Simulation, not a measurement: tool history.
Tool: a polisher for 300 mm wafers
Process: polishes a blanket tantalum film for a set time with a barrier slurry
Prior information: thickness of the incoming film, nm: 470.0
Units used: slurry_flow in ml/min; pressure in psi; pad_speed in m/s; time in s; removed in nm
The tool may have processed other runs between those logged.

Run 1, hour 0.0: slurry_flow 285 ml/min, pressure 1.4 psi, pad_speed 0.96 m/s, slurry_solids 1.0, time 94 s. Result: removed 111.160 nm.
Run 2, hour 3.7: slurry_flow 285 ml/min, pressure 1.4 psi, pad_speed 0.96 m/s, slurry_solids 1.0, time 99 s. Result: removed 119.620 nm.
Run 3, hour 7.0: slurry_flow 285 ml/min, pressure 1.2 psi, pad_speed 0.94 m/s, slurry_solids 1.0, time 99 s. Result: removed 99.790 nm.
Run 4, hour 13.7: slurry_flow 285 ml/min, pressure 1.0 psi, pad_speed 0.94 m/s, slurry_solids 1.0, time 99 s. Result: removed 84.085 nm.
Run 5, hour 21.5: slurry_flow 330 ml/min, pressure 1.0 psi, pad_speed 0.94 m/s, slurry_solids 1.0, time 99 s. Result: removed 85.392 nm.
Run 6, hour 28.4: slurry_flow 330 ml/min, pressure 0.9 psi, pad_speed 0.94 m/s, slurry_solids 1.0, time 99 s. Result: removed 76.332 nm.
Run 7, hour 36.5: slurry_flow 330 ml/min, pressure 0.8 psi, pad_speed 0.94 m/s, slurry_solids 1.0, time 99 s. Result: removed 68.863 nm.

For run 8, what comes out?
Run 8, hour 38.6: slurry_flow 330 ml/min, pressure 0.7 psi, pad_speed 0.94 m/s, slurry_solids 1.0, time 99 s. Result: removed ?.

removed: 60.487 nm
